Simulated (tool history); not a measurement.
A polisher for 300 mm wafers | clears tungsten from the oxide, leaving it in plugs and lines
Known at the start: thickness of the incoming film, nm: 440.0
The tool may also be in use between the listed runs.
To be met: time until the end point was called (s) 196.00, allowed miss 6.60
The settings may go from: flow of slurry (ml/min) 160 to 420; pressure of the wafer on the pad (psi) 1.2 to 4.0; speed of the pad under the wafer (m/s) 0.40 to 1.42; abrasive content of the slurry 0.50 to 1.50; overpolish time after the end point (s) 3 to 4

| run | hour | flow of slurry (ml/min) | pressure of the wafer on the pad (psi) | speed of the pad under the wafer (m/s) | abrasive content of the slurry | overpolish time after the end point (s) | time until the end point was called (s) |
|---|---|---|---|---|---|---|---|
| 1 | 0.0 | 270 | 2.6 | 0.90 | 1.00 | 4 | 126.02 |
| 2 | 7.4 | 270 | 2.5 | 0.90 | 1.00 | 4 | 129.59 |
| 3 | 16.3 | 270 | 2.5 | 0.90 | 0.85 | 4 | 134.19 |
| 4 | 21.6 | 270 | 2.5 | 0.90 | 0.85 | 4 | 133.90 |
| 5 | 29.2 | 270 | 2.4 | 0.90 | 0.85 | 4 | 140.70 |
| 6 | 36.2 | 270 | 2.7 | 0.90 | 0.85 | 4 | 126.01 |
| 7 | 44.1 | 270 | 2.5 | 0.90 | 0.85 | 4 | 135.02 |
| 8 | 46.0 | 270 | 2.4 | 0.90 | 0.85 | 4 | 141.71 |
| 9 | 54.4 | 270 | 2.3 | 0.90 | 0.85 | 4 | 145.88 |
| 10 | 63.0 | 270 | 2.2 | 0.90 | 0.85 | 4 | 150.84 |
| 11 | 69.6 | 270 | 2.1 | 0.90 | 0.85 | 4 | 161.48 |
| 12 | 77.8 | 265 | 1.6 | 0.90 | 0.85 | 4 | 210.21 |
| 13 | 79.5 | 270 | 1.6 | 0.90 | 0.85 | 4 | 209.04 |

5 next moves are on the table. One of them brings every result within its allowed miss. Which?
| A | 81.2 | 265 | 2.2 | 0.72 | 0.90 | 3 | ? |
| B | 81.2 | 310 | 1.8 | 0.88 | 1.00 | 3 | ? |
| C | 81.2 | 270 | 1.3 | 1.12 | 0.80 | 3 | ? |
| D | 81.2 | 290 | 1.4 | 1.06 | 0.95 | 4 | ? |
| E | 81.2 | 285 | 1.6 | 0.78 | 1.00 | 3 | ? |

| move | time until the end point was called (s) |
|---|---|
| A | 176.27 |
| B | 174.44 |
| C | 209.58 |
| D | 193.84 |
| E | 216.65 |
A: takes the result that was furthest off past its target
B: takes the result that was furthest off past its target
C: as far off as the last run
D: meets every target
E: further off than the last run
Move D is the one to make.
